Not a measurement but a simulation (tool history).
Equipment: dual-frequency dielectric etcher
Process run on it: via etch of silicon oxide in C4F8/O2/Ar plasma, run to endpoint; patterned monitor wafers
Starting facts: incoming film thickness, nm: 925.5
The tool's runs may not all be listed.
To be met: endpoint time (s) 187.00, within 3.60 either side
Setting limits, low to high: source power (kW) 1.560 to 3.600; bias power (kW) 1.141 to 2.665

run 1 hour=0.0 | source_power_(kW)=2.580 bias_power_(kW)=1.903 | endpoint_time_(s)=166.96
run 2 hour=7.1 | source_power_(kW)=2.400 bias_power_(kW)=1.873 | endpoint_time_(s)=172.41
run 3 hour=8.0 | source_power_(kW)=2.720 bias_power_(kW)=1.873 | endpoint_time_(s)=162.87
run 4 hour=14.2 | source_power_(kW)=2.720 bias_power_(kW)=1.675 | endpoint_time_(s)=170.28
run 5 hour=17.9 | source_power_(kW)=2.580 bias_power_(kW)=1.657 | endpoint_time_(s)=172.28
run 6 hour=24.0 | source_power_(kW)=2.440 bias_power_(kW)=1.631 | endpoint_time_(s)=177.85
run 7 hour=29.6 | source_power_(kW)=2.440 bias_power_(kW)=1.631 | endpoint_time_(s)=177.28
run 8 hour=33.4 | source_power_(kW)=2.350 bias_power_(kW)=1.616 | endpoint_time_(s)=179.12
run 9 hour=38.2 | source_power_(kW)=2.270 bias_power_(kW)=1.600 | endpoint_time_(s)=183.74

Which single option among these 5 for the next run brings every result within its allowed miss of target? Just one does.
run A hour=43.0 | source_power_(kW)=2.350 bias_power_(kW)=1.591 | endpoint_time_(s)=?
run B hour=43.0 | source_power_(kW)=2.620 bias_power_(kW)=1.457 | endpoint_time_(s)=?
run C hour=43.0 | source_power_(kW)=2.390 bias_power_(kW)=1.614 | endpoint_time_(s)=?
run D hour=43.0 | source_power_(kW)=2.400 bias_power_(kW)=1.614 | endpoint_time_(s)=?
run E hour=43.0 | source_power_(kW)=2.020 bias_power_(kW)=1.764 | endpoint_time_(s)=?

move=A endpoint_time_(s)=181.97
move=B endpoint_time_(s)=177.92
move=C endpoint_time_(s)=180.27
move=D endpoint_time_(s)=179.99
move=E endpoint_time_(s)=188.12
A: lands further from the targets than the last run did
B: lands further from the targets than the last run did
C: lands further from the targets than the last run did
D: lands further from the targets than the last run did
E: meets every target
So the answer is move E, the one that meets all the targets.
